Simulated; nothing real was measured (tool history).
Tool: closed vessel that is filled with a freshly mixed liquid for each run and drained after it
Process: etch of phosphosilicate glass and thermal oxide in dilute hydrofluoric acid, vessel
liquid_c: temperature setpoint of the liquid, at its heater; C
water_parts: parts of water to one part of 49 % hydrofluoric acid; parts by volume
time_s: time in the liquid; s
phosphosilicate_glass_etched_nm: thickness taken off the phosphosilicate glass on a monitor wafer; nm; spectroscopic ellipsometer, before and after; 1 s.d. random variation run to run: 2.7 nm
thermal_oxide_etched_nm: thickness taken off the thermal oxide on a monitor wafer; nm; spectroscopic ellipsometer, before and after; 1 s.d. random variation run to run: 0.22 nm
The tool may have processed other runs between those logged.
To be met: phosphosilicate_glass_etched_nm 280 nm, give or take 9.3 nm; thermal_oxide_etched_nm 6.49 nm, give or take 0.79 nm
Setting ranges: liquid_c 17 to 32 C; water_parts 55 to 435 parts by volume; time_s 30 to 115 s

| run | hour | liquid_c | water_parts | time_s | phosphosilicate_glass_etched_nm | thermal_oxide_etched_nm |
|---|---|---|---|---|---|---|
| 1 | 0 | 24 | 245 | 60 | 50.346 | 1.1885 |
| 2 | 3.9 | 24 | 275 | 60 | 42.982 | 0.96225 |
| 3 | 10.5 | 26.5 | 205 | 70 | 79.612 | 1.9387 |
| 4 | 16.8 | 26.5 | 120 | 70 | 147.7 | 3.4309 |
|  | 17.4 | hydrofluoric acid flow meter replaced |
| 5 | 17.4 | 26.5 | 155 | 70 | 97.7 | 2.2833 |
| 6 | 18 | 29 | 155 | 70 | 105.07 | 2.539 |
| 7 | 22.3 | 28.5 | 120 | 75 | 150.39 | 3.7421 |
| 8 | 23.3 | 27 | 100 | 80 | 189.08 | 4.1783 |
| 9 | 30.1 | 28 | 85 | 80 | 235.09 | 5.4484 |
| 10 | 38.5 | 28 | 80 | 80 | 249.14 | 5.4669 |

Below are 5 possible settings for the next run. Only one of them brings all results inside the allowed miss of their targets. Which is it?
| A | 46.9 | 32 | 75 | 75 | ? | ? |
| B | 46.9 | 29.5 | 85 | 90 | ? | ? |
| C | 46.9 | 32 | 105 | 95 | ? | ? |
| D | 46.9 | 27.5 | 90 | 95 | ? | ? |
| E | 46.9 | 24 | 65 | 65 | ? | ? |

| move | phosphosilicate_glass_etched_nm | thermal_oxide_etched_nm |
|---|---|---|
| A | 294.44 | 6.6486 |
| B | 279.37 | 6.3085 |
| C | 254.63 | 5.7498 |
| D | 256.12 | 5.7835 |
| E | 218.3 | 4.9294 |
A: the result that was furthest off in the last run now lies on the other side of its target
B: meets every target
C: closes in on the targets versus the last run, not all within tolerance yet
D: closes in on the targets versus the last run, not all within tolerance yet
E: its largest miss is bigger than the last run's
Move B is the one to make.
